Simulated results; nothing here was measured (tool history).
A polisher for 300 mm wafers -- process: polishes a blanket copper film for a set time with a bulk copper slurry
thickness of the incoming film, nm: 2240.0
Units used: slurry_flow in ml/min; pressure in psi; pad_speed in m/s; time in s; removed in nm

{"run": 1, "day": 0.0, "slurry_flow": 215, "pressure": 2.7, "pad_speed": 0.84, "slurry_solids": 1.0, "time": 84, "removed": 595.05}
{"run": 2, "day": 0.35, "slurry_flow": 215, "pressure": 2.6, "pad_speed": 0.84, "slurry_solids": 1.0, "time": 84, "removed": 570.42}
{"run": 3, "day": 0.404, "slurry_flow": 215, "pressure": 2.6, "pad_speed": 0.84, "slurry_solids": 1.0, "time": 84, "removed": 564.09}
{"run": 4, "day": 0.604, "slurry_flow": 215, "pressure": 2.6, "pad_speed": 0.84, "slurry_solids": 0.9, "time": 84, "removed": 554.25}
{"run": 5, "day": 0.75, "slurry_flow": 215, "pressure": 2.6, "pad_speed": 0.84, "slurry_solids": 1.0, "time": 84, "removed": 566.66}
{"run": 6, "day": 1.112, "slurry_flow": 260, "pressure": 2.6, "pad_speed": 0.84, "slurry_solids": 1.0, "time": 84, "removed": 579.12}
{"run": 7, "day": 1.162, "slurry_flow": 260, "pressure": 2.5, "pad_speed": 0.84, "slurry_solids": 1.0, "time": 84, "removed": 557.62}
{"run": 8, "day": 1.217, "slurry_flow": 260, "pressure": 2.4, "pad_speed": 0.84, "slurry_solids": 1.0, "time": 84, "removed": 537.52}

Run 9 has not been measured yet. What should we expect?
{"run": 9, "day": 1.45, "slurry_flow": 260, "pressure": 2.3, "pad_speed": 0.84, "slurry_solids": 1.0, "time": 84, "removed": "?"}

removed: 525.79 nm
